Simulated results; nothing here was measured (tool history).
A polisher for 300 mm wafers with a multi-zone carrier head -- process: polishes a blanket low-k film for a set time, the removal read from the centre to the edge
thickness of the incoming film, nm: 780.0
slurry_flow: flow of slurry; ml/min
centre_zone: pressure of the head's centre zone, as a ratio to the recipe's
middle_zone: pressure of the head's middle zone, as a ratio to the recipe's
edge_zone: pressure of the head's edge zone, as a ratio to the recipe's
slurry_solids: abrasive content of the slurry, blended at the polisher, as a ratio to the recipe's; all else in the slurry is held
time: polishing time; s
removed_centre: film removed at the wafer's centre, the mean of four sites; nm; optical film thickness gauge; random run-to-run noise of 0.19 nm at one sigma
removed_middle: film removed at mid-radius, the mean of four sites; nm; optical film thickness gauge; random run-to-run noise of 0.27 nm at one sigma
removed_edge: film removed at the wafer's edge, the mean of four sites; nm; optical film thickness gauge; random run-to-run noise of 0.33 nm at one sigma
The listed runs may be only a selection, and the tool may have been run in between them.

{"run": 1, "day": 0.0, "slurry_flow": 255, "centre_zone": 1, "middle_zone": 1, "edge_zone": 1, "slurry_solids": 1, "time": 51, "removed_centre": 19.139, "removed_middle": 20.342, "removed_edge": 20.199}
{"run": 2, "day": 0.288, "slurry_flow": 255, "centre_zone": 1, "middle_zone": 1.05, "edge_zone": 1, "slurry_solids": 1, "time": 51, "removed_centre": 19.648, "removed_middle": 21.756, "removed_edge": 20.287}
{"run": 3, "day": 0.475, "slurry_flow": 255, "centre_zone": 1, "middle_zone": 1.05, "edge_zone": 0.93, "slurry_solids": 1, "time": 51, "removed_centre": 19.636, "removed_middle": 22.078, "removed_edge": 19.786}
{"run": 4, "day": 0.521, "slurry_flow": 255, "centre_zone": 1, "middle_zone": 1.05, "edge_zone": 0.97, "slurry_solids": 1, "time": 51, "removed_centre": 19.688, "removed_middle": 21.421, "removed_edge": 19.675}
{"run": 5, "day": 0.596, "slurry_flow": 295, "centre_zone": 1, "middle_zone": 1.05, "edge_zone": 0.97, "slurry_solids": 1, "time": 51, "removed_centre": 19.951, "removed_middle": 21.753, "removed_edge": 20.197}
{"run": 6, "day": 0.621, "slurry_flow": 265, "centre_zone": 1, "middle_zone": 1.05, "edge_zone": 0.97, "slurry_solids": 1, "time": 51, "removed_centre": 19.524, "removed_middle": 21.764, "removed_edge": 19.892}
{"run": 7, "day": 0.654, "slurry_flow": 335, "centre_zone": 1.04, "middle_zone": 0.96, "edge_zone": 1.07, "slurry_solids": 1.25, "time": 52, "removed_centre": 23.792, "removed_middle": 23.237, "removed_edge": 24.382}

The next listed run, before its measurement:
{"run": 8, "day": 0.758, "slurry_flow": 335, "centre_zone": 1.04, "middle_zone": 0.95, "edge_zone": 1.09, "slurry_solids": 1.25, "time": 52, "removed_centre": "?", "removed_middle": "?", "removed_edge": "?"}

removed_centre: 23.649 nm
removed_middle: 23.269 nm
removed_edge: 23.851 nm
